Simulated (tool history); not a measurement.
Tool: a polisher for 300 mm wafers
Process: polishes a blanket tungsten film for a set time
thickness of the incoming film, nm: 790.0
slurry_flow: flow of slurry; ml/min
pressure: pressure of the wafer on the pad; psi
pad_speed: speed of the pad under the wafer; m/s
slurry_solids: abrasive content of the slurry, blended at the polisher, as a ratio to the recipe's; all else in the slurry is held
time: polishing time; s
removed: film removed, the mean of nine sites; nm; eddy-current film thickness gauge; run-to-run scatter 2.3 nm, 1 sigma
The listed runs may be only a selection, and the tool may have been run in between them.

run	hour	slurry_flow	pressure	pad_speed	slurry_solids	time	removed
1	0.0	125	4.0	1.34	1.00	59	376.49
2	0.8	125	4.0	1.34	1.15	59	394.61
3	1.9	155	4.0	1.34	1.15	59	392.24
4	4.6	155	3.0	1.34	1.15	59	324.37
5	6.1	135	3.0	1.34	1.15	59	320.07
6	11.4	125	3.0	1.34	1.15	59	311.19
7	17.8	125	2.9	1.28	1.15	59	289.60

Run 8 is up next; what results do you expect?
8	23.3	125	2.8	1.22	1.15	59	?

removed: 273.20 nm

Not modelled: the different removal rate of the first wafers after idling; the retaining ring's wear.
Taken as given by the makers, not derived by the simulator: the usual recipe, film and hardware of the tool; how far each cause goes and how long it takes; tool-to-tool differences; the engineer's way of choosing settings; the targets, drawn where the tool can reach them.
